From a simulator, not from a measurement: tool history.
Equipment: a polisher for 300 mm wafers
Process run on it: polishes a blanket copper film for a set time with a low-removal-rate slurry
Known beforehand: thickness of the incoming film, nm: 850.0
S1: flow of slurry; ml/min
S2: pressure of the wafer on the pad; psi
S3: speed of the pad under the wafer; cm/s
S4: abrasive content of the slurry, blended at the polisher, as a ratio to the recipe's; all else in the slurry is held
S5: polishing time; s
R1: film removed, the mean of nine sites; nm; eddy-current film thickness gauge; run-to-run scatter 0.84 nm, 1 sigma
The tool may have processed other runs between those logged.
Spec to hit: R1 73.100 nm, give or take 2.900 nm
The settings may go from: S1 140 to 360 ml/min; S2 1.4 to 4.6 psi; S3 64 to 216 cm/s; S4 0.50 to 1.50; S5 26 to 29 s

run	day	S1	S2	S3	S4	S5	R1
1	0.000	230	3.0	140	1.00	29	123.960
2	0.258	230	2.6	138	1.00	29	107.320
3	0.425	230	2.3	138	1.00	29	97.471
4	0.675	230	2.1	138	1.00	29	86.742
5	0.817	230	2.0	138	1.00	29	85.065
6	0.971	230	2.0	138	1.00	29	83.851
7	1.075	230	1.9	138	1.00	29	79.590
8	1.342	230	1.8	138	1.00	29	77.226

Of the 4 settings listed for the next run, only one would bring every result within its allowed miss of target. Which one?
A	1.608	235	1.8	150	1.05	28	?
B	1.608	195	1.8	156	0.95	28	?
C	1.608	260	1.8	136	0.85	28	?
D	1.608	215	1.7	130	0.95	29	?

move	R1
A	79.048
B	79.535
C	70.666
D	66.048
A: further off than the last run
B: further off than the last run
C: hits every target within its allowed miss
D: takes the biggest miss from the last run beyond its target
C is the move that brings every result within its allowed miss.
